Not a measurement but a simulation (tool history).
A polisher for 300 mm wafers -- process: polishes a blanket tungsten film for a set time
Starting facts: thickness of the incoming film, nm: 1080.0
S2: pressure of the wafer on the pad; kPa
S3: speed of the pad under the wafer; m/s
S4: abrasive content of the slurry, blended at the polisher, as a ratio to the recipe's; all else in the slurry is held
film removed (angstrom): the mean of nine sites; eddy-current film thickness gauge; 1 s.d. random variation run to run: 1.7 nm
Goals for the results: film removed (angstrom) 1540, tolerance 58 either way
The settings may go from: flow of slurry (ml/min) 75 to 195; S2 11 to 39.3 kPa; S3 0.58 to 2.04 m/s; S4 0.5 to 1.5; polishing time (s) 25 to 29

run 1 day=0 | flow_of_slurry_(ml/min)=125 S2=24.8 S3=1.3 S4=1 polishing_time_(s)=29 | film_removed_(angstrom)=1947.6
run 2 day=0.083 | flow_of_slurry_(ml/min)=125 S2=27.6 S3=1.3 S4=1 polishing_time_(s)=29 | film_removed_(angstrom)=2078.8
run 3 day=0.125 | flow_of_slurry_(ml/min)=125 S2=30.3 S3=1.3 S4=1 polishing_time_(s)=29 | film_removed_(angstrom)=2170.6
run 4 day=0.496 | flow_of_slurry_(ml/min)=120 S2=27.6 S3=1.28 S4=1 polishing_time_(s)=29 | film_removed_(angstrom)=2028.4
run 5 day=0.612 | flow_of_slurry_(ml/min)=120 S2=25.5 S3=1.28 S4=1 polishing_time_(s)=29 | film_removed_(angstrom)=1961
run 6 day=0.696 | flow_of_slurry_(ml/min)=120 S2=25.5 S3=1.28 S4=1.2 polishing_time_(s)=29 | film_removed_(angstrom)=1969.6
run 7 day=1.004 | flow_of_slurry_(ml/min)=120 S2=23.4 S3=1.28 S4=1.2 polishing_time_(s)=29 | film_removed_(angstrom)=1890.5
run 8 day=1.208 | flow_of_slurry_(ml/min)=120 S2=22.1 S3=1.28 S4=1.2 polishing_time_(s)=29 | film_removed_(angstrom)=1840.9
run 9 day=1.533 | flow_of_slurry_(ml/min)=120 S2=20.7 S3=1.28 S4=1.2 polishing_time_(s)=29 | film_removed_(angstrom)=1751.2
run 10 day=1.671 | flow_of_slurry_(ml/min)=120 S2=20 S3=1.28 S4=1.2 polishing_time_(s)=29 | film_removed_(angstrom)=1729.8

Consider the 5 candidate settings below. Which is the only one whose results all fall within their allowed miss of target?
run A day=1.808 | flow_of_slurry_(ml/min)=120 S2=20 S3=1.26 S4=1.1 polishing_time_(s)=29 | film_removed_(angstrom)=?
run B day=1.808 | flow_of_slurry_(ml/min)=130 S2=18.6 S3=1.18 S4=1.3 polishing_time_(s)=26 | film_removed_(angstrom)=?
run C day=1.808 | flow_of_slurry_(ml/min)=110 S2=17.9 S3=1.42 S4=1.2 polishing_time_(s)=25 | film_removed_(angstrom)=?
run D day=1.808 | flow_of_slurry_(ml/min)=140 S2=17.9 S3=1.2 S4=1.15 polishing_time_(s)=26 | film_removed_(angstrom)=?
run E day=1.808 | flow_of_slurry_(ml/min)=80 S2=18.6 S3=1.18 S4=1.2 polishing_time_(s)=29 | film_removed_(angstrom)=?

move=A film_removed_(angstrom)=1678.1
move=B film_removed_(angstrom)=1431.8
move=C film_removed_(angstrom)=1528
move=D film_removed_(angstrom)=1411.8
move=E film_removed_(angstrom)=1371.7
A: closer than the last run, but not yet in spec
B: the result that was furthest off in the last run now lies on the other side of its target
C: meets every target
D: the result that was furthest off in the last run now lies on the other side of its target
E: the result that was furthest off in the last run now lies on the other side of its target
So the answer is move C, the one that meets all the targets.

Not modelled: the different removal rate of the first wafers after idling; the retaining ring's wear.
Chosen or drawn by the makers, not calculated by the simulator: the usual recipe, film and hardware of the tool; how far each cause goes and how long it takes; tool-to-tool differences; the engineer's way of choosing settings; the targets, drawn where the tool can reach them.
